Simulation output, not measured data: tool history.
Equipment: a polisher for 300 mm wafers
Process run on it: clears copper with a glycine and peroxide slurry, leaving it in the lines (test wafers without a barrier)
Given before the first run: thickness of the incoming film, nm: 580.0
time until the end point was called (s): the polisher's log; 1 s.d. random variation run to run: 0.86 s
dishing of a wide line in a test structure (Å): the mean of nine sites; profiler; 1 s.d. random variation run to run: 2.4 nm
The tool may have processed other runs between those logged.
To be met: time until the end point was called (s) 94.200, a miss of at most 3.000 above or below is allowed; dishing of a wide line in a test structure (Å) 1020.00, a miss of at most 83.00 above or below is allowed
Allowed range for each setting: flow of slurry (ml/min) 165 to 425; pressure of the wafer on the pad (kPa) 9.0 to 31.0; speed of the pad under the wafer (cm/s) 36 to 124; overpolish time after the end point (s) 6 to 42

| run | hour | flow of slurry (ml/min) | pressure of the wafer on the pad (kPa) | speed of the pad under the wafer (cm/s) | overpolish time after the end point (s) | time until the end point was called (s) | dishing of a wide line in a test structure (Å) |
|---|---|---|---|---|---|---|---|
| 1 | 0.0 | 275 | 20.0 | 80 | 21 | 129.350 | 702.68 |
| 2 | 3.8 | 275 | 20.0 | 98 | 21 | 110.190 | 768.44 |
| 3 | 5.2 | 275 | 20.0 | 98 | 28 | 110.740 | 943.06 |
| 4 | 11.0 | 275 | 20.7 | 98 | 28 | 105.800 | 970.51 |
| 5 | 17.6 | 275 | 20.7 | 98 | 21 | 106.130 | 791.99 |
| 6 | 20.8 | 275 | 20.7 | 78 | 21 | 129.370 | 705.66 |
| 7 | 24.0 | 275 | 21.4 | 78 | 21 | 124.090 | 688.33 |
| 8 | 31.6 | 275 | 22.1 | 78 | 22 | 124.050 | 760.36 |
| 9 | 35.6 | 275 | 22.8 | 78 | 22 | 120.010 | 761.42 |
| 10 | 43.2 | 280 | 28.3 | 80 | 26 | 100.810 | 940.06 |
| 11 | 45.5 | 280 | 29.6 | 80 | 27 | 98.857 | 1025.90 |

Exercise: of the 4 proposed moves below, exactly one satisfies all targets within the stated allowed misses. Which move is it?
| A | 47.8 | 290 | 27.6 | 90 | 26 | ? | ? |
| B | 47.8 | 335 | 31.0 | 72 | 26 | ? | ? |
| C | 47.8 | 205 | 25.5 | 90 | 21 | ? | ? |
| D | 47.8 | 240 | 29.6 | 76 | 28 | ? | ? |

| move | time until the end point was called (s) | dishing of a wide line in a test structure (Å) |
|---|---|---|
| A | 92.902 | 1064.40 |
| B | 101.790 | 1015.00 |
| C | 101.970 | 854.68 |
| D | 103.720 | 1050.30 |
A: each result inside its tolerance
B: lands further from the targets than the last run did
C: lands further from the targets than the last run did
D: lands further from the targets than the last run did
Answer: A
